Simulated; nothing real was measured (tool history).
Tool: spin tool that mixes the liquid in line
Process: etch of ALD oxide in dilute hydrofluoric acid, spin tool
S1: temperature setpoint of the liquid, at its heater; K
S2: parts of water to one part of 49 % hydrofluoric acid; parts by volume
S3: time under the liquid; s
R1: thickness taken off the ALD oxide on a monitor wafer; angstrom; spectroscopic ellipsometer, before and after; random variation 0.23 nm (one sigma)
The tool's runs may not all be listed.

run  hour      S1   S2   S3      R1
  1   0.0  293.15  100  230  223.38
  2   2.5  293.15   80  230  288.71
  3   9.8  291.65   80  230  269.53
  4  12.1  291.65   45  230  495.43
  5  21.1  293.65   45  230  544.40
  6  23.9  294.65   45  230  562.99
  7  26.8  295.65   45  230  590.41
  8  33.6  296.15   45  230  602.95

Run 9 comes next. What will it give?
  9  40.9  296.65  45  230   ?

R1: 612.91 angstrom
